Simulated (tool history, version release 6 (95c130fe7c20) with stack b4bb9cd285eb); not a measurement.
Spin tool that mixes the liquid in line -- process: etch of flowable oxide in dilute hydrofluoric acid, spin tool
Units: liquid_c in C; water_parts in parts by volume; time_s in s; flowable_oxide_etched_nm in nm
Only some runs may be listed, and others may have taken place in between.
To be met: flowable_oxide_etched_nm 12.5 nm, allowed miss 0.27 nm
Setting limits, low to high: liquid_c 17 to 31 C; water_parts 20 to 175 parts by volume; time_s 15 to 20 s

run,hour,liquid_c,water_parts,time_s,flowable_oxide_etched_nm
1,0,23,95,20,8.5412
2,8.2,25.5,95,20,9.3795
3,17.1,25.5,70,20,13.29
4,25.8,25.5,100,20,8.8186
5,28.9,27,95,20,9.9692
6,37.8,25.5,95,20,9.3938
7,42.8,27,95,20,10.088
8,51,28,95,20,10.352
9,56.7,29,95,20,10.667
10,59.6,29.5,95,20,11.045
11,66.5,30,95,20,11.076
12,73.3,30.5,95,20,11.448

4 candidate next runs follow, results not yet known. Just one meets every target within its allowed miss. Identify it.
A,80.1,30,90,20,?
B,80.1,29.5,85,20,?
C,80.1,31,85,20,?
D,80.1,30,75,15,?

move,flowable_oxide_etched_nm
A,11.897
B,12.449
C,13.177
D,10.944
A: an improvement on the last run, though not all results are within tolerance
B: hits every target within its allowed miss
C: the result that was furthest off in the last run now lies on the other side of its target
D: the biggest miss grows against the last run
B is the move that brings every result within its allowed miss.
